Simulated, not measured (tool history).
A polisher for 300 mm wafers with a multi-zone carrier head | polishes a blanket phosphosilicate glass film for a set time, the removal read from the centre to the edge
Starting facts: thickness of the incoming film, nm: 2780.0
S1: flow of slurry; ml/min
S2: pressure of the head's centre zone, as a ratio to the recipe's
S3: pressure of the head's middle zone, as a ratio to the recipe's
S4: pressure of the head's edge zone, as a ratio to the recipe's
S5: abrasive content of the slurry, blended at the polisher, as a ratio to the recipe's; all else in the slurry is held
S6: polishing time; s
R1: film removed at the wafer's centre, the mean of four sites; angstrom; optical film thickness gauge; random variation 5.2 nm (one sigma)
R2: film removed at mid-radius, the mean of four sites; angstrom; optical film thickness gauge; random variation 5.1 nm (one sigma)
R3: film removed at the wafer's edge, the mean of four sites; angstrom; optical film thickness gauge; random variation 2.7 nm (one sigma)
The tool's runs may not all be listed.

run	day	S1	S2	S3	S4	S5	S6	R1	R2	R3
1	0	185	1	1	1	1	62	5662.6	6018.2	5809.6
2	0.058	185	1.05	1	1	1	62	6013.2	6032.1	5825.2
3	0.2	175	1	0.98	0.97	0.9	62	5515.7	5531.7	5422.5
4	0.562	175	1.08	0.98	0.97	0.9	62	5724.1	5440.7	5416.2
5	0.888	175	1.15	0.98	0.97	0.9	62	6077.1	5543.7	5443
6	0.946	135	1.15	0.98	0.97	0.9	62	5803.5	5260.2	5197.5
7	1.254	130	1.07	0.99	0.97	0.8	62	4926.4	4772.7	4763.5

What will run 8 give?
8	1.483	125	1.02	1	0.97	0.8	62	?	?	?

R1: 4593.6 angstrom
R2: 4803.8 angstrom
R3: 4781.2 angstrom
